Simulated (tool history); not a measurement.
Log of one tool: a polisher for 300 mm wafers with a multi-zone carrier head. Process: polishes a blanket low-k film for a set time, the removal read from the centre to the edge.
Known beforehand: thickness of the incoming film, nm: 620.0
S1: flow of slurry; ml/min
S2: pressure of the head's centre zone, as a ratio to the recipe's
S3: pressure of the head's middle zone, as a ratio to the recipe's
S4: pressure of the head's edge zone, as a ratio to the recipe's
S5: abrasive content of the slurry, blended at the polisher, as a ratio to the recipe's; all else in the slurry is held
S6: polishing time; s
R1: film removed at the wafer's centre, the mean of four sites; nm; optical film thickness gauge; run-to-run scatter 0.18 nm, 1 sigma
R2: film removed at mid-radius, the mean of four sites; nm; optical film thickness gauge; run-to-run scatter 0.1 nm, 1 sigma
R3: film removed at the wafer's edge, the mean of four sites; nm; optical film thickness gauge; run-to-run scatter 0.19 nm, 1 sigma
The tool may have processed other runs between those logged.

| run | hour | S1 | S2 | S3 | S4 | S5 | S6 | R1 | R2 | R3 |
|---|---|---|---|---|---|---|---|---|---|---|
| 1 | 0.0 | 235 | 1.00 | 1.00 | 1.00 | 1.00 | 73 | 21.400 | 21.173 | 21.759 |
| 2 | 1.0 | 235 | 0.94 | 1.00 | 1.00 | 1.00 | 73 | 20.033 | 21.103 | 21.734 |
| 3 | 4.2 | 235 | 0.94 | 1.00 | 1.00 | 1.00 | 60 | 16.428 | 17.319 | 17.880 |
| 4 | 5.1 | 235 | 0.94 | 1.00 | 1.00 | 1.10 | 60 | 17.184 | 18.367 | 18.149 |
| 5 | 9.2 | 230 | 0.96 | 0.95 | 0.95 | 1.00 | 59 | 16.403 | 16.393 | 17.173 |
| 6 | 18.0 | 225 | 0.98 | 0.91 | 0.92 | 0.90 | 59 | 15.859 | 14.928 | 16.279 |

What does the tool deliver on the next run?
| 7 | 22.1 | 215 | 0.99 | 0.88 | 0.90 | 0.85 | 59 | ? | ? | ? |

{"run 7": {"R1": 15.613, "R2": 14.015, "R3": 15.012}}
